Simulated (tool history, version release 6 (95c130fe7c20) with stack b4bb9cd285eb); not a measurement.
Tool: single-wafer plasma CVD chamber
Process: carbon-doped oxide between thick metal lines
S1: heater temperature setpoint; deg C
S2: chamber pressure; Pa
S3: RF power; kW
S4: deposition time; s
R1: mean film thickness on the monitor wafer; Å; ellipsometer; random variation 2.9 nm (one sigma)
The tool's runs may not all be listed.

run,hour,S1,S2,S3,S4,R1
1,0.0,340,512,0.605,146,8111.2
2,1.3,340,505,0.590,146,8032.7
3,1.9,340,505,0.590,146,8000.8
4,6.5,340,505,0.590,139,7632.6
5,14.2,340,443,0.590,139,7538.0
6,17.1,341,435,0.580,139,7409.3
7,19.2,342,427,0.570,139,7282.0
8,25.9,350,341,0.495,139,6257.9
9,28.3,350,341,0.495,139,6265.7
10,34.5,349,345,0.495,139,6273.2
11,36.2,349,349,0.495,139,6268.2
12,41.3,349,353,0.495,139,6255.2

Run 13 comes next. What will it give?
13,41.8,349,357,0.495,139,?

R1: 6286.8 Å
